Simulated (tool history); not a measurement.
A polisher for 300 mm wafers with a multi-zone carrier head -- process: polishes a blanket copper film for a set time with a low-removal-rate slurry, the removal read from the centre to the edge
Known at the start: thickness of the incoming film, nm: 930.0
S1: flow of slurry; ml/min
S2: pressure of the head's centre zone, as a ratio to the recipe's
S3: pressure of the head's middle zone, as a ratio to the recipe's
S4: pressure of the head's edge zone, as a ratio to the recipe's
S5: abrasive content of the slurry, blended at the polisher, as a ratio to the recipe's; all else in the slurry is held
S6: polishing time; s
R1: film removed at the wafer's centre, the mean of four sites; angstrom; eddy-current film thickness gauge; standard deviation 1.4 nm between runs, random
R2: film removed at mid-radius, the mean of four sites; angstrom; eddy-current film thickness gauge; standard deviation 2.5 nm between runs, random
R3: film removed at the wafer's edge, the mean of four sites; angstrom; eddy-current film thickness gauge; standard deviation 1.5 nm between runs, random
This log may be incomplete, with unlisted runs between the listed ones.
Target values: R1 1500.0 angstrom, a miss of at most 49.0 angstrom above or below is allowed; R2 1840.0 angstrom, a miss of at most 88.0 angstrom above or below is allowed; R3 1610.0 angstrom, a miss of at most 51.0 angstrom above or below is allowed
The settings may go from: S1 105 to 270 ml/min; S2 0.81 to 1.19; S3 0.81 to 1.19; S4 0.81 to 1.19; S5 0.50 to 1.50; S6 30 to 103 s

run	hour	S1	S2	S3	S4	S5	S6	R1	R2	R3
1	0.0	175	1.00	1.00	1.00	1.00	66	1739.0	1780.5	1671.2
2	4.9	175	1.00	1.00	0.95	1.00	66	1753.0	1739.5	1631.0
3	9.2	170	0.99	1.01	0.95	1.00	66	1682.4	1766.6	1608.7
4	13.2	170	0.99	1.01	0.95	1.00	56	1455.0	1521.9	1389.3
5	14.3	170	0.99	1.06	0.95	1.00	56	1447.4	1591.4	1387.2
6	14.8	170	0.99	1.00	0.95	1.00	56	1450.5	1519.9	1375.1
7	15.6	175	0.98	1.01	0.96	1.00	56	1428.1	1510.6	1383.8
8	22.8	175	0.98	1.02	0.98	1.00	56	1424.5	1551.5	1407.4
9	30.8	180	0.98	1.03	0.99	1.00	56	1456.6	1550.0	1425.1
10	36.4	180	0.98	1.04	1.00	1.00	56	1462.9	1585.1	1436.3
11	40.1	185	0.98	1.05	1.01	1.00	56	1466.2	1577.3	1449.5
12	43.6	185	0.98	1.06	1.02	1.00	56	1435.5	1612.4	1476.8

Pick the move, out of 5, that brings all results within their allowed miss; only one does.
A	47.1	200	0.87	1.01	1.19	1.05	60	?	?	?
B	47.1	195	0.97	1.11	0.99	1.05	56	?	?	?
C	47.1	160	0.92	1.19	0.98	1.15	67	?	?	?
D	47.1	195	0.92	1.10	0.98	0.80	65	?	?	?
E	47.1	195	0.91	1.04	1.11	0.95	66	?	?	?

move	R1	R2	R3
A	1409.5	1675.9	1706.8
B	1462.5	1688.0	1446.1
C	1627.8	2112.9	1710.3
D	1516.3	1832.3	1574.0
E	1580.2	1841.0	1765.7
A: takes the result that was furthest off past its target
B: misses by more than the last run did
C: takes the result that was furthest off past its target
D: meets every target
E: takes the result that was furthest off past its target
D is the move that brings every result within its allowed miss.
